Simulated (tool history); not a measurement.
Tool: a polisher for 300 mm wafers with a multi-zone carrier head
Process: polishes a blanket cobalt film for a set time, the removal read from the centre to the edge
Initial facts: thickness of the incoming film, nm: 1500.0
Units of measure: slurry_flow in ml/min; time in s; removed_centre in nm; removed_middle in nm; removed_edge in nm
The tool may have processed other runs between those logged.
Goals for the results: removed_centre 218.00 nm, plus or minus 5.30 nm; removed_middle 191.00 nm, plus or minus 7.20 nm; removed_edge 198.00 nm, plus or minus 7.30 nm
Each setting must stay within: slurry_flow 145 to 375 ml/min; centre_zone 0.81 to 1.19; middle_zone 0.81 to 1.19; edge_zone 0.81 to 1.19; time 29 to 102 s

Run 1, hour 0.0: slurry_flow 240 ml/min, centre_zone 1.00, middle_zone 1.00, edge_zone 1.00, time 65 s. Result: removed_centre 226.30 nm, removed_middle 257.90 nm, removed_edge 251.17 nm.
Run 2, hour 1.7: slurry_flow 240 ml/min, centre_zone 1.00, middle_zone 1.06, edge_zone 1.00, time 65 s. Result: removed_centre 225.57 nm, removed_middle 269.52 nm, removed_edge 246.04 nm.
Run 3, hour 7.1: slurry_flow 240 ml/min, centre_zone 1.00, middle_zone 1.06, edge_zone 0.92, time 65 s. Result: removed_centre 227.31 nm, removed_middle 263.37 nm, removed_edge 241.89 nm.
Run 4, hour 16.0: slurry_flow 240 ml/min, centre_zone 1.00, middle_zone 1.13, edge_zone 0.92, time 65 s. Result: removed_centre 226.79 nm, removed_middle 282.35 nm, removed_edge 236.42 nm.
Run 5, hour 25.0: slurry_flow 240 ml/min, centre_zone 1.00, middle_zone 1.10, edge_zone 0.92, time 65 s. Result: removed_centre 230.70 nm, removed_middle 272.10 nm, removed_edge 240.37 nm.
Run 6, hour 27.3: slurry_flow 240 ml/min, centre_zone 1.00, middle_zone 1.10, edge_zone 0.95, time 65 s. Result: removed_centre 228.43 nm, removed_middle 278.66 nm, removed_edge 246.31 nm.
Run 7, hour 31.3: slurry_flow 235 ml/min, centre_zone 1.03, middle_zone 1.04, edge_zone 0.91, time 62 s. Result: removed_centre 220.03 nm, removed_middle 253.08 nm, removed_edge 232.24 nm.
Run 8, hour 34.5: slurry_flow 235 ml/min, centre_zone 1.03, middle_zone 1.04, edge_zone 0.91, time 62 s. Result: removed_centre 221.82 nm, removed_middle 251.91 nm, removed_edge 227.71 nm.
Run 9, hour 42.2: slurry_flow 235 ml/min, centre_zone 1.07, middle_zone 0.96, edge_zone 0.88, time 60 s. Result: removed_centre 226.72 nm, removed_middle 227.49 nm, removed_edge 220.86 nm.
Run 10, hour 46.8: slurry_flow 230 ml/min, centre_zone 1.09, middle_zone 0.93, edge_zone 0.86, time 58 s. Result: removed_centre 220.68 nm, removed_middle 218.43 nm, removed_edge 209.37 nm.
Run 11, hour 48.3: slurry_flow 225 ml/min, centre_zone 1.10, middle_zone 0.89, edge_zone 0.86, time 57 s. Result: removed_centre 217.80 nm, removed_middle 203.09 nm, removed_edge 204.43 nm.
Run 12, hour 53.8: slurry_flow 220 ml/min, centre_zone 1.11, middle_zone 0.87, edge_zone 0.85, time 57 s. Result: removed_centre 216.47 nm, removed_middle 198.88 nm, removed_edge 200.88 nm.
Run 13, hour 55.6: slurry_flow 220 ml/min, centre_zone 1.11, middle_zone 0.87, edge_zone 0.85, time 57 s. Result: removed_centre 217.05 nm, removed_middle 200.83 nm, removed_edge 202.57 nm.
At hour 62.1: centre zone pressure recalibrated.
Run 14, hour 62.1: slurry_flow 220 ml/min, centre_zone 1.12, middle_zone 0.85, edge_zone 0.84, time 57 s. Result: removed_centre 241.24 nm, removed_middle 195.80 nm, removed_edge 202.12 nm.
Run 15, hour 69.1: slurry_flow 200 ml/min, centre_zone 1.11, middle_zone 0.85, edge_zone 0.84, time 57 s. Result: removed_centre 237.36 nm, removed_middle 190.82 nm, removed_edge 199.11 nm.
Run 16, hour 75.9: slurry_flow 210 ml/min, centre_zone 1.10, middle_zone 0.85, edge_zone 0.84, time 57 s. Result: removed_centre 239.21 nm, removed_middle 196.73 nm, removed_edge 198.45 nm.
Run 17, hour 84.3: slurry_flow 220 ml/min, centre_zone 1.12, middle_zone 0.85, edge_zone 0.84, time 56 s. Result: removed_centre 237.05 nm, removed_middle 195.03 nm, removed_edge 202.96 nm.

Which single option among these 4 for the next run brings every result within its allowed miss of target? Just one does.
Run A, hour 92.7: slurry_flow 180 ml/min, centre_zone 1.06, middle_zone 0.89, edge_zone 0.90, time 56 s. Result: removed_centre ?, removed_middle ?, removed_edge ?.
Run B, hour 92.7: slurry_flow 245 ml/min, centre_zone 1.15, middle_zone 0.81, edge_zone 0.92, time 56 s. Result: removed_centre ?, removed_middle ?, removed_edge ?.
Run C, hour 92.7: slurry_flow 295 ml/min, centre_zone 1.04, middle_zone 0.88, edge_zone 1.04, time 53 s. Result: removed_centre ?, removed_middle ?, removed_edge ?.
Run D, hour 92.7: slurry_flow 315 ml/min, centre_zone 1.09, middle_zone 0.90, edge_zone 1.11, time 52 s. Result: removed_centre ?, removed_middle ?, removed_edge ?.

move  removed_centre  removed_middle  removed_edge
   A          222.00          193.16        202.44
   B          254.27          189.41        211.93
   C          222.88          194.46        214.57
   D          230.99          195.15        217.76
A: all results in spec
B: the biggest miss grows against the last run
C: puts the biggest miss on target and leaves a different result outside tolerance
D: better than the last run, though not everything is in spec
The right move is A.
